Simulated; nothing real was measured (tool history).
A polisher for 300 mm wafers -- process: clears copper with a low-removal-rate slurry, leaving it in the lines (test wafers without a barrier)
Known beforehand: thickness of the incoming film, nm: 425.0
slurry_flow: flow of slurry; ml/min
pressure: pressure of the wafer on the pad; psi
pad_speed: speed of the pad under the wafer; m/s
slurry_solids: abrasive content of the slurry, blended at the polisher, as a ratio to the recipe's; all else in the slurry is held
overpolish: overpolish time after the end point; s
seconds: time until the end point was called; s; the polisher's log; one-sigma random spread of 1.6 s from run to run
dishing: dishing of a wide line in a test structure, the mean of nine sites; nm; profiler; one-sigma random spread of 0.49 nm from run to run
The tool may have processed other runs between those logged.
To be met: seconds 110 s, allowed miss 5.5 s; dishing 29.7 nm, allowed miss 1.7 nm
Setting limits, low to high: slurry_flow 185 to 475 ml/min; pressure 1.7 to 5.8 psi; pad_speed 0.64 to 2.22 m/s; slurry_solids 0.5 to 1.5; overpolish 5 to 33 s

Run 1, hour 0: slurry_flow 305 ml/min, pressure 3.7 psi, pad_speed 1.42 m/s, slurry_solids 1, overpolish 17 s. Result: seconds 81.786 s, dishing 59.924 nm.
Run 2, hour 7.2: slurry_flow 305 ml/min, pressure 4.3 psi, pad_speed 1.42 m/s, slurry_solids 1, overpolish 17 s. Result: seconds 71.092 s, dishing 66.407 nm.
Run 3, hour 14.8: slurry_flow 305 ml/min, pressure 3.8 psi, pad_speed 1.42 m/s, slurry_solids 1, overpolish 17 s. Result: seconds 80.701 s, dishing 59.592 nm.
Run 4, hour 18.2: slurry_flow 340 ml/min, pressure 3.8 psi, pad_speed 1.42 m/s, slurry_solids 1, overpolish 17 s. Result: seconds 81.927 s, dishing 58.588 nm.
Run 5, hour 19.1: slurry_flow 340 ml/min, pressure 3.5 psi, pad_speed 1.42 m/s, slurry_solids 1, overpolish 15 s. Result: seconds 85.151 s, dishing 51.899 nm.
Run 6, hour 21: slurry_flow 340 ml/min, pressure 3.2 psi, pad_speed 1.42 m/s, slurry_solids 1, overpolish 13 s. Result: seconds 94.568 s, dishing 42.386 nm.
Run 7, hour 27.9: slurry_flow 340 ml/min, pressure 3.1 psi, pad_speed 1.42 m/s, slurry_solids 1, overpolish 12 s. Result: seconds 93.909 s, dishing 38.918 nm.
Run 8, hour 33.1: slurry_flow 340 ml/min, pressure 2.3 psi, pad_speed 1.42 m/s, slurry_solids 1, overpolish 10 s. Result: seconds 127.22 s, dishing 25.164 nm.

Next run, 5 choices. One meets every target within its allowed miss, the rest don't. Which?
Run A, hour 38.3: slurry_flow 295 ml/min, pressure 2.3 psi, pad_speed 1.28 m/s, slurry_solids 1.1, overpolish 8 s. Result: seconds ?, dishing ?.
Run B, hour 38.3: slurry_flow 265 ml/min, pressure 2.5 psi, pad_speed 1.22 m/s, slurry_solids 0.95, overpolish 14 s. Result: seconds ?, dishing ?.
Run C, hour 38.3: slurry_flow 345 ml/min, pressure 2.2 psi, pad_speed 1.76 m/s, slurry_solids 1, overpolish 10 s. Result: seconds ?, dishing ?.
Run D, hour 38.3: slurry_flow 395 ml/min, pressure 1.7 psi, pad_speed 1.48 m/s, slurry_solids 0.95, overpolish 16 s. Result: seconds ?, dishing ?.
Run E, hour 38.3: slurry_flow 325 ml/min, pressure 2 psi, pad_speed 1.28 m/s, slurry_solids 1.05, overpolish 15 s. Result: seconds ?, dishing ?.

move  seconds  dishing
   A    139.8   19.923
   B   141.08   32.795
   C    108.1   30.672
   D   161.75   32.105
   E   159.35    31.01
A: misses by more than the last run did
B: misses by more than the last run did
C: in spec on every target
D: misses by more than the last run did
E: misses by more than the last run did
C is the move that brings every result within its allowed miss.

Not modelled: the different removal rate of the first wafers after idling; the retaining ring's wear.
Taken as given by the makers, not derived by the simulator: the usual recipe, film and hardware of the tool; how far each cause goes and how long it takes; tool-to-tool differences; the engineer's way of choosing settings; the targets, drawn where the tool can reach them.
